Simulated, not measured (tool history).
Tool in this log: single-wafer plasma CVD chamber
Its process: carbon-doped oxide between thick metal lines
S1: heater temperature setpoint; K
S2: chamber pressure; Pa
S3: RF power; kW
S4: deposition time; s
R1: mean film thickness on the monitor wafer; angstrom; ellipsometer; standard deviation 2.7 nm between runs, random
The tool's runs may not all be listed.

run 1 hour=0 | S1=648.15 S2=665 S3=0.375 S4=186 | R1=8800.5
run 2 hour=3.5 | S1=649.15 S2=649 S3=0.36 S4=186 | R1=8530.5
run 3 hour=6.6 | S1=653.15 S2=649 S3=0.36 S4=186 | R1=8443
run 4 hour=15.6 | S1=653.15 S2=649 S3=0.36 S4=186 | R1=8385.7
run 5 hour=20.8 | S1=653.15 S2=649 S3=0.39 S4=186 | R1=8907.8
run 6 hour=28.3 | S1=653.15 S2=540 S3=0.39 S4=186 | R1=8685.8
run 7 hour=30.7 | S1=654.15 S2=525 S3=0.375 S4=186 | R1=8436.9

Predict the results of run 8:
run 8 hour=37.7 | S1=655.15 S2=515 S3=0.365 S4=186 | R1=?

{"run 8": {"R1": 8275.8}}
